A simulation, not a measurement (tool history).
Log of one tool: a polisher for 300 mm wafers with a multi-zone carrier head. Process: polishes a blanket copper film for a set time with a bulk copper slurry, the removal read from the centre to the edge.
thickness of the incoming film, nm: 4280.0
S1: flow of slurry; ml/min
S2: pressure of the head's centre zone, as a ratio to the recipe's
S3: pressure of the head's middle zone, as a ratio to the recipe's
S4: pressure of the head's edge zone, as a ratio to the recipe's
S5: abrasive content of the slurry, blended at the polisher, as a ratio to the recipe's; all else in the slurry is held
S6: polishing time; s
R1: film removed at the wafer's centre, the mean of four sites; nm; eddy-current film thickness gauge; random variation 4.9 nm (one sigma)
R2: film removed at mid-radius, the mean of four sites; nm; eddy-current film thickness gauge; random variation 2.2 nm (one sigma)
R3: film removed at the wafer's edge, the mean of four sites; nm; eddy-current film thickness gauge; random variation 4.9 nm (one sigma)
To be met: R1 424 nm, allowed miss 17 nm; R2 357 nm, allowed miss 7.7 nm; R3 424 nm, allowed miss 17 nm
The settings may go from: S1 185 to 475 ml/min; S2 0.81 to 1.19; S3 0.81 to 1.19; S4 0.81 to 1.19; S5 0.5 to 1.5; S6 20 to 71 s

{"run": 1, "day": 0.0, "S1": 305, "S2": 1, "S3": 1, "S4": 1, "S5": 1, "S6": 45, "R1": 632.3, "R2": 620.04, "R3": 646.37}
{"run": 2, "day": 0.05, "S1": 260, "S2": 1, "S3": 1, "S4": 1, "S5": 1, "S6": 45, "R1": 620.95, "R2": 608.01, "R3": 625.34}
{"run": 3, "day": 0.112, "S1": 260, "S2": 0.96, "S3": 1, "S4": 1, "S5": 1, "S6": 45, "R1": 601.63, "R2": 605.78, "R3": 618.78}
{"run": 4, "day": 0.196, "S1": 260, "S2": 0.96, "S3": 1, "S4": 1.04, "S5": 1, "S6": 45, "R1": 596.46, "R2": 613.77, "R3": 636.11}
{"run": 5, "day": 0.312, "S1": 195, "S2": 0.96, "S3": 1, "S4": 1.04, "S5": 1, "S6": 45, "R1": 553.93, "R2": 584.2, "R3": 603.13}
{"run": 6, "day": 0.338, "S1": 185, "S2": 0.96, "S3": 1, "S4": 1.04, "S5": 1, "S6": 45, "R1": 562.72, "R2": 575.34, "R3": 600.07}
{"run": 7, "day": 0.692, "S1": 185, "S2": 0.96, "S3": 0.98, "S4": 1.03, "S5": 0.95, "S6": 44, "R1": 529.73, "R2": 544.65, "R3": 584.38}
{"run": 8, "day": 0.942, "S1": 190, "S2": 0.98, "S3": 0.97, "S4": 1, "S5": 0.9, "S6": 43, "R1": 536.11, "R2": 521.75, "R3": 571.26}
{"run": 9, "day": 1.067, "S1": 190, "S2": 0.99, "S3": 0.97, "S4": 0.98, "S5": 0.85, "S6": 41, "R1": 504.71, "R2": 497.57, "R3": 511.79}
{"run": 10, "day": 1.4, "S1": 190, "S2": 0.99, "S3": 0.97, "S4": 0.98, "S5": 0.85, "S6": 41, "R1": 503.64, "R2": 489.92, "R3": 522.56}
{"run": 11, "day": 1.717, "S1": 190, "S2": 0.99, "S3": 0.95, "S4": 0.96, "S5": 0.8, "S6": 40, "R1": 489.98, "R2": 459.72, "R3": 491.84}
{"run": 12, "day": 2.058, "S1": 190, "S2": 0.98, "S3": 0.93, "S4": 0.95, "S5": 0.75, "S6": 40, "R1": 478.68, "R2": 448.01, "R3": 491.39}
{"run": 13, "day": 2.104, "S1": 190, "S2": 0.98, "S3": 0.92, "S4": 0.94, "S5": 0.7, "S6": 40, "R1": 471.08, "R2": 439.97, "R3": 485.25}
{"run": 14, "day": 2.167, "S1": 190, "S2": 0.98, "S3": 0.91, "S4": 0.93, "S5": 0.65, "S6": 40, "R1": 451.57, "R2": 427.85, "R3": 458.91}
{"run": 15, "day": 2.517, "S1": 190, "S2": 0.99, "S3": 0.9, "S4": 0.93, "S5": 0.65, "S6": 40, "R1": 463.76, "R2": 421.69, "R3": 456}
{"run": 16, "day": 2.742, "S1": 190, "S2": 0.99, "S3": 0.89, "S4": 0.94, "S5": 0.65, "S6": 40, "R1": 461.11, "R2": 418.43, "R3": 459.57}

Which of these 5 next moves meets every target?
{"run": "A", "day": 2.967, "S1": 200, "S2": 1.07, "S3": 1.05, "S4": 0.93, "S5": 0.55, "S6": 43, "R1": "?", "R2": "?", "R3": "?"}
{"run": "B", "day": 2.967, "S1": 240, "S2": 1.1, "S3": 1.16, "S4": 0.84, "S5": 0.5, "S6": 40, "R1": "?", "R2": "?", "R3": "?"}
{"run": "C", "day": 2.967, "S1": 225, "S2": 0.99, "S3": 1.14, "S4": 0.83, "S5": 0.6, "S6": 42, "R1": "?", "R2": "?", "R3": "?"}
{"run": "D", "day": 2.967, "S1": 305, "S2": 1.15, "S3": 1.07, "S4": 0.84, "S5": 0.5, "S6": 39, "R1": "?", "R2": "?", "R3": "?"}
{"run": "E", "day": 2.967, "S1": 185, "S2": 1, "S3": 0.83, "S4": 0.98, "S5": 0.6, "S6": 37, "R1": "?", "R2": "?", "R3": "?"}

move=A R1=522.51 R2=498.48 R3=477.04
move=B R1=503.56 R2=506.78 R3=421.42
move=C R1=493.64 R2=545.17 R3=458.7
move=D R1=530 R2=474.61 R3=420.6
move=E R1=422.08 R2=355.52 R3=427.13
A: further off than the last run
B: further off than the last run
C: further off than the last run
D: further off than the last run
E: meets every target
The right move is E.

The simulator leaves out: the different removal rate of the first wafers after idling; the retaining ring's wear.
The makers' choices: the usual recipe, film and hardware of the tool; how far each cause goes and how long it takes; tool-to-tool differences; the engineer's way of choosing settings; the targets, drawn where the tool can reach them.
